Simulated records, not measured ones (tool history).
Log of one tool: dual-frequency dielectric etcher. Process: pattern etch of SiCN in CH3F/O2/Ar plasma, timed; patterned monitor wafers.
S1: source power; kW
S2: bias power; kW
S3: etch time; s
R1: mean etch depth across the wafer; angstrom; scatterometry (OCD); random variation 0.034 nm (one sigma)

Run 1, hour 0: S1 0.47 kW, S2 0.079 kW, S3 32.5 s. Result: R1 134.47 angstrom.
Run 2, hour 6.2: S1 0.47 kW, S2 0.079 kW, S3 32.5 s. Result: R1 134.57 angstrom.
Run 3, hour 7: S1 0.47 kW, S2 0.069 kW, S3 32.5 s. Result: R1 128.59 angstrom.
Run 4, hour 12.4: S1 0.4 kW, S2 0.069 kW, S3 32.5 s. Result: R1 122.95 angstrom.
Run 5, hour 14.6: S1 0.37 kW, S2 0.069 kW, S3 32.5 s. Result: R1 120.52 angstrom.
Run 6, hour 15.7: S1 0.29 kW, S2 0.069 kW, S3 32.5 s. Result: R1 113.46 angstrom.

Forecast run 7:
Run 7, hour 16.8: S1 0.33 kW, S2 0.07 kW, S3 32.5 s. Result: R1 ?.

{"run 7": {"R1": 117.57}}

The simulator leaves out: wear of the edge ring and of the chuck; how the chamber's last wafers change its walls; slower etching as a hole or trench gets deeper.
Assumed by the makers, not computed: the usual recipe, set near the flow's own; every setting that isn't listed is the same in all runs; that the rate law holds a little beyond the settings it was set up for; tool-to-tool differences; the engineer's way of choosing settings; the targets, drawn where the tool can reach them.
